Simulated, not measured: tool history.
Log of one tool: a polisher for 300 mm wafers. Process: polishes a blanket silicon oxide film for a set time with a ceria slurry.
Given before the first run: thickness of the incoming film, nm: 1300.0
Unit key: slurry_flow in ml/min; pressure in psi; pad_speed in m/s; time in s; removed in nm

run 1 hour=0 | slurry_flow=195 pressure=2.2 pad_speed=1.42 time=113 | removed=443.77
run 2 hour=6.4 | slurry_flow=195 pressure=2.2 pad_speed=1.54 time=113 | removed=493.28
run 3 hour=14.3 | slurry_flow=195 pressure=2.1 pad_speed=1.54 time=113 | removed=486.15
run 4 hour=15.7 | slurry_flow=195 pressure=2.1 pad_speed=1.76 time=113 | removed=527.1
-- hour=23 slurry nozzle cleaned
run 5 hour=23 | slurry_flow=175 pressure=2.1 pad_speed=1.76 time=113 | removed=545.75
run 6 hour=26.2 | slurry_flow=175 pressure=2 pad_speed=1.76 time=113 | removed=534.9
run 7 hour=29.5 | slurry_flow=165 pressure=1.4 pad_speed=1.68 time=113 | removed=412.5

Estimate the outcome of run 8 from the log above:
run 8 hour=33.7 | slurry_flow=165 pressure=1.4 pad_speed=1.66 time=113 | removed=?

{"run 8": {"removed": 418.54}}

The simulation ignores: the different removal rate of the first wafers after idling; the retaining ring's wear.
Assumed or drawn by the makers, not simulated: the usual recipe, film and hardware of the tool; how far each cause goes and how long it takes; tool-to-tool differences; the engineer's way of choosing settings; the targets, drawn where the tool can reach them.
